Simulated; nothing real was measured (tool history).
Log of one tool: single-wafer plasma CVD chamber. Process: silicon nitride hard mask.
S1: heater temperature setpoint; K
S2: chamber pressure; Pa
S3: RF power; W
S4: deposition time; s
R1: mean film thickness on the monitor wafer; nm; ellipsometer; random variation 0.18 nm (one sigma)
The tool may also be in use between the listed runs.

run,day,S1,S2,S3,S4,R1
1,0,673.15,227,345,28,37.307
2,0.212,678.15,227,345,28,37.19
3,0.354,678.15,241,355,28,38.678
4,0.575,678.15,255,360,28,39.39
5,0.696,678.15,255,360,26.7,37.342
6,0.975,678.15,255,360,26.7,37.476
7,1.071,678.15,261,375,26.8,38.653
8,1.238,678.15,268,385,26.9,39.486
9,1.371,678.15,273,395,27,40.254
10,1.521,678.15,277,400,27.1,40.843

The next listed run, before its measurement:
11,1.792,678.15,281,405,27.2,?

{"run 11": {"R1": 41.457}}
